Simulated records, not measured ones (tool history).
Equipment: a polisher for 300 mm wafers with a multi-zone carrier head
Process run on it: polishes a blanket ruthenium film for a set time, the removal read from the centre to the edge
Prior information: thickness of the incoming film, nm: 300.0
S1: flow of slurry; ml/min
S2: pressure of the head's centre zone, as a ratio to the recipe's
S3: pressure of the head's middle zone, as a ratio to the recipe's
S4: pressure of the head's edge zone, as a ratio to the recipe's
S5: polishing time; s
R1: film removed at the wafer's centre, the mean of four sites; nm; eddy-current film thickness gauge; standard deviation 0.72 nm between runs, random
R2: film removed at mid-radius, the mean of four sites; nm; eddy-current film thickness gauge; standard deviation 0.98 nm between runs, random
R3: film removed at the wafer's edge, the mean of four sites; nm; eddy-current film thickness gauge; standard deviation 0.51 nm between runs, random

run    day   S1    S2    S3    S4  S5      R1      R2      R3
  1      0  290     1     1     1  80  103.69  102.89  103.58
  2  0.058  290     1     1     1  98  125.45   125.6  129.04
  3  0.246  225     1     1     1  98  119.53  123.05  123.89
  4  0.288  220  0.99  0.97  0.97  86  106.31  104.71  107.36
  5  0.579  215  0.98  0.96  0.96  76  91.198  90.892  94.526
  6  0.829  215  0.98  1.02  0.96  76  90.081  97.563  93.397
  7  1.175  220     1  0.93  0.86  54  66.255  64.145  63.509

Run 8 has not been measured yet. What should we expect?
  8  1.279  225   1  0.93  0.87  54   ?   ?   ?

R1: 65.847 nm
R2: 65.996 nm
R3: 64.371 nm

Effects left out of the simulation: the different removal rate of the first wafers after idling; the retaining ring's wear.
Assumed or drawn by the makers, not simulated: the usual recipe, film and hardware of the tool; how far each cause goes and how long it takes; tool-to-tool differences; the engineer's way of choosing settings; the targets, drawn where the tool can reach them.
